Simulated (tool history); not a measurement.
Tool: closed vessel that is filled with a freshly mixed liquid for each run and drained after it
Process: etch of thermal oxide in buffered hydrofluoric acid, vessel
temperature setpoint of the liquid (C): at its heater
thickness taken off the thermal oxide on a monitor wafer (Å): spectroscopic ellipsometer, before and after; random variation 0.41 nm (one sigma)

run	hour	temperature setpoint of the liquid (C)	parts of 40 % ammonium fluoride to one part of 49 % hydrofluoric acid (parts by volume)	time in the liquid (s)	thickness taken off the thermal oxide on a monitor wafer (Å)
1	0	21	14.5	30	193.37
2	1.2	22.5	13	30	236.3
3	9.4	22.5	13	30	235.68
4	18	22.5	13	30	235.7
5	19.4	22.5	13	30	235.29
6	21.9	23.5	12	30	265.06
7	30	24.5	11	30	304.88
8	38.6	25.5	10.5	30	339.72
9	40.4	29	7	30	602.5

Forecast run 10:
10	43	28.5	7	30	?

Run 10 gave thickness taken off the thermal oxide on a monitor wafer (Å) 584.63.
